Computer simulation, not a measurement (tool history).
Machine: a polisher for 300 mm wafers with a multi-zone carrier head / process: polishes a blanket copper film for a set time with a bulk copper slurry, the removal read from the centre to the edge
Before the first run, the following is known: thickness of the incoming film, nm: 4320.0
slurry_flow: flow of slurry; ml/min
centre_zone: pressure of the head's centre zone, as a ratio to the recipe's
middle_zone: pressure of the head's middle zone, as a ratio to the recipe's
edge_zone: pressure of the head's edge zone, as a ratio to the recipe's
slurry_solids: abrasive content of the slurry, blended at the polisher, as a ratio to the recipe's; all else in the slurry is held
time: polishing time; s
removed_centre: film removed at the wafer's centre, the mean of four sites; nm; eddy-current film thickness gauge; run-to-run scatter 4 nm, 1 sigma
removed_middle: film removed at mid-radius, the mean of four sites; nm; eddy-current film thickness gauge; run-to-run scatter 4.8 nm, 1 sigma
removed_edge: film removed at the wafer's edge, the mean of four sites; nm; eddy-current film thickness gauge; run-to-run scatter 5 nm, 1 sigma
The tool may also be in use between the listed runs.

| run | hour | slurry_flow | centre_zone | middle_zone | edge_zone | slurry_solids | time | removed_centre | removed_middle | removed_edge |
|---|---|---|---|---|---|---|---|---|---|---|
| 1 | 0.0 | 135 | 1.00 | 1.00 | 1.00 | 1.00 | 35 | 292.29 | 291.42 | 297.84 |
| 2 | 5.2 | 135 | 1.00 | 1.00 | 1.00 | 1.00 | 41 | 338.53 | 340.58 | 349.42 |
| 3 | 14.0 | 135 | 1.00 | 1.00 | 1.00 | 1.15 | 41 | 344.75 | 350.76 | 360.83 |
| 4 | 19.0 | 145 | 1.02 | 0.99 | 1.01 | 1.15 | 41 | 359.06 | 345.48 | 371.15 |
| 5 | 25.7 | 145 | 1.02 | 0.93 | 1.01 | 1.15 | 41 | 358.57 | 333.11 | 367.26 |
| 6 | 31.2 | 155 | 1.03 | 0.95 | 1.01 | 1.15 | 41 | 367.30 | 343.06 | 368.95 |
| 7 | 33.0 | 160 | 1.04 | 0.96 | 1.02 | 1.20 | 41 | 378.52 | 350.24 | 375.50 |
| 8 | 34.7 | 165 | 1.05 | 0.97 | 1.03 | 1.20 | 41 | 376.59 | 357.99 | 378.53 |

What will run 9 give?
| 9 | 37.3 | 170 | 1.06 | 0.97 | 1.03 | 1.25 | 41 | ? | ? | ? |

removed_centre: 391.45 nm
removed_middle: 361.27 nm
removed_edge: 381.44 nm
